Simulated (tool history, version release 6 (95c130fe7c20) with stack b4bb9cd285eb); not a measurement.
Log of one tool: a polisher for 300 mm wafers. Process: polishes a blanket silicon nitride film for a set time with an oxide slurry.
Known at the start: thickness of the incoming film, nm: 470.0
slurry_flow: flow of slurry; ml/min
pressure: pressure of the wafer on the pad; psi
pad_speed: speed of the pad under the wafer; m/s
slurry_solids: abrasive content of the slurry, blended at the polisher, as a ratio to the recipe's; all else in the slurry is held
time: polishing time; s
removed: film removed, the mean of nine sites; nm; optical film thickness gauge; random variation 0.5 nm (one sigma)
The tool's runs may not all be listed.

run	day	slurry_flow	pressure	pad_speed	slurry_solids	time	removed
1	0	180	3.7	0.96	1	45	29.222
2	0.183	180	3.9	0.96	1	45	30.986
3	0.425	180	3.9	0.96	0.8	45	27.938
4	0.546	180	3.9	0.96	0.8	45	27.057
5	0.662	180	4.1	0.96	0.8	45	28.177
6	0.792	180	3.3	0.96	0.8	45	23.619
7	1.042	180	3.7	0.98	0.8	45	26.562
8	1.075	180	4	0.98	0.8	45	27.929

Forecast run 9:
9	1.204	180	4.3	0.98	0.8	45	?

Run 9 gave removed 31.024 nm.

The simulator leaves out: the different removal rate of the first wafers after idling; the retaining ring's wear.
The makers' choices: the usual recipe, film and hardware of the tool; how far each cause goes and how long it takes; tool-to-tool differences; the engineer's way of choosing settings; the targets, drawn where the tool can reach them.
